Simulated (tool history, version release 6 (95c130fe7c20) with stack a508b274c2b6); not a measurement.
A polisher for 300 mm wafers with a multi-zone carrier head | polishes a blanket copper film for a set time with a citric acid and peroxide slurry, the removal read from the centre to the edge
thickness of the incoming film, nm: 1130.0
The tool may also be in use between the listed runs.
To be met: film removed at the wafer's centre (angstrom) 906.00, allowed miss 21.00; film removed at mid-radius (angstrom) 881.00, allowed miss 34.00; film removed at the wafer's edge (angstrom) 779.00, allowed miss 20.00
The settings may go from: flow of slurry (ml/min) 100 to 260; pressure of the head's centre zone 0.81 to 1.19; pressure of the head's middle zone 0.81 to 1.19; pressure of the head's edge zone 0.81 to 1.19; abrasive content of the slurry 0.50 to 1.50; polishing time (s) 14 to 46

run	hour	flow of slurry (ml/min)	pressure of the head's centre zone	pressure of the head's middle zone	pressure of the head's edge zone	abrasive content of the slurry	polishing time (s)	film removed at the wafer's centre (angstrom)	film removed at mid-radius (angstrom)	film removed at the wafer's edge (angstrom)
1	0.0	165	1.00	1.00	1.00	1.00	30	708.40	694.27	705.90
2	8.6	165	0.93	1.00	1.00	1.00	30	657.45	676.66	717.06
3	12.5	185	0.99	1.03	1.02	1.05	30	721.35	717.28	737.09
4	15.7	185	0.99	0.98	1.02	1.05	30	729.61	694.30	735.37
5	18.0	200	1.03	1.03	1.02	1.10	30	766.13	733.87	751.72
6	19.2	200	1.03	0.99	1.02	1.10	30	763.41	719.32	741.19
7	21.9	250	1.11	1.09	0.92	1.20	30	870.49	827.61	745.70
8	27.3	250	1.12	1.10	0.93	1.20	30	870.53	801.80	740.02
9	28.3	250	1.12	1.11	0.93	1.25	30	881.58	822.56	752.13

4 next moves are on the table. One of them brings every result within its allowed miss. Which?
A	29.3	260	1.10	1.15	0.91	1.15	32	?	?	?
B	29.3	240	1.07	1.02	1.01	1.50	29	?	?	?
C	29.3	210	1.11	1.04	1.02	1.30	29	?	?	?
D	29.3	260	1.12	1.13	0.86	1.25	30	?	?	?

move	film removed at the wafer's centre (angstrom)	film removed at mid-radius (angstrom)	film removed at the wafer's edge (angstrom)
A	900.10	899.58	784.03
B	839.96	780.46	791.46
C	829.09	755.56	759.53
D	877.25	848.16	733.21
A: meets every target
B: further off than the last run
C: further off than the last run
D: brings the result that was furthest off to its target, and leaves another outside
Answer: A
